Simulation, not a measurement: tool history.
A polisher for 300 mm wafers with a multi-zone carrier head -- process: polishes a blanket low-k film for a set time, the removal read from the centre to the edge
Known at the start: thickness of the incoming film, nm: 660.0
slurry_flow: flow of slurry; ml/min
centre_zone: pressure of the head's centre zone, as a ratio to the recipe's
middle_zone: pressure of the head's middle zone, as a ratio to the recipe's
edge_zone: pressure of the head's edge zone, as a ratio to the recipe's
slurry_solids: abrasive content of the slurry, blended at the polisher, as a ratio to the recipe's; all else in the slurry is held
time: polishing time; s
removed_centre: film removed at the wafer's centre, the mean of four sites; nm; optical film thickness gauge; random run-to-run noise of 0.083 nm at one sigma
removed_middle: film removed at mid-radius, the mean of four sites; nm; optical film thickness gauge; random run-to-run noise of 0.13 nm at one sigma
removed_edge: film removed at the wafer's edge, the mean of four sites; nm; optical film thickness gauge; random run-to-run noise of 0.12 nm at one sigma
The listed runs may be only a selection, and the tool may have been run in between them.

| run | hour | slurry_flow | centre_zone | middle_zone | edge_zone | slurry_solids | time | removed_centre | removed_middle | removed_edge |
|---|---|---|---|---|---|---|---|---|---|---|
| 1 | 0.0 | 275 | 1.00 | 1.00 | 1.00 | 1.00 | 34 | 8.4624 | 8.7878 | 8.4979 |
| 2 | 7.2 | 275 | 1.00 | 1.00 | 1.04 | 1.00 | 34 | 8.2932 | 8.9154 | 8.6124 |
| 3 | 8.2 | 280 | 1.00 | 1.03 | 1.07 | 1.05 | 34 | 8.6690 | 9.2929 | 9.1622 |
| 4 | 10.5 | 285 | 0.97 | 1.06 | 1.05 | 1.10 | 34 | 8.5067 | 9.6814 | 9.0237 |
| 5 | 17.3 | 285 | 0.97 | 1.06 | 1.05 | 1.25 | 34 | 9.0732 | 10.2660 | 9.6968 |
| 6 | 25.7 | 285 | 0.97 | 1.06 | 1.05 | 1.05 | 34 | 8.4607 | 9.4699 | 9.0053 |

Run 7 has not been measured yet. What should we expect?
| 7 | 29.4 | 285 | 0.96 | 1.09 | 1.05 | 1.15 | 34 | ? | ? | ? |

{"run 7": {"removed_centre": 8.6426, "removed_middle": 10.229, "removed_edge": 9.4837}}
